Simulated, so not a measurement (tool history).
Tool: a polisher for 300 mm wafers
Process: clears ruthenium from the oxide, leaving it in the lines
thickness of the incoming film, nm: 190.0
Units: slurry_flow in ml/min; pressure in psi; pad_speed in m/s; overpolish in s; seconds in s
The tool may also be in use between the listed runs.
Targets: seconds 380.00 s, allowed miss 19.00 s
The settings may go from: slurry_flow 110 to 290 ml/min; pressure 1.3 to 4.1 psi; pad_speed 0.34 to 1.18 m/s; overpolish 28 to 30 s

run    day  slurry_flow  pressure  pad_speed  overpolish  seconds
  1  0.000          185       2.7       0.76          28   166.01
  2  0.208          185       2.3       0.70          28   199.03
  3  0.346          185       2.3       0.70          28   206.84
  4  0.538          185       2.3       0.80          28   178.95
  5  0.654          150       2.3       0.80          28   189.96
  6  0.871          145       2.0       0.74          28   237.45
  7  1.092          140       1.8       0.72          28   272.47
  8  1.446          135       1.7       0.70          28   282.46
  9  1.788          130       1.6       0.68          28   313.80

4 next moves are on the table. One of them brings every result within its allowed miss. Which?
  A  2.129          110       1.4       0.66          30        ?
  B  2.129          110       1.3       0.58          28        ?
  C  2.129          145       1.7       0.72          30        ?
  D  2.129          110       1.7       0.44          30        ?

move  seconds
   A   364.80
   B   428.50
   C   268.78
   D   411.87
A: meets every target
B: takes the result that was furthest off past its target
C: further off than the last run
D: takes the result that was furthest off past its target
Move A is the one to make.
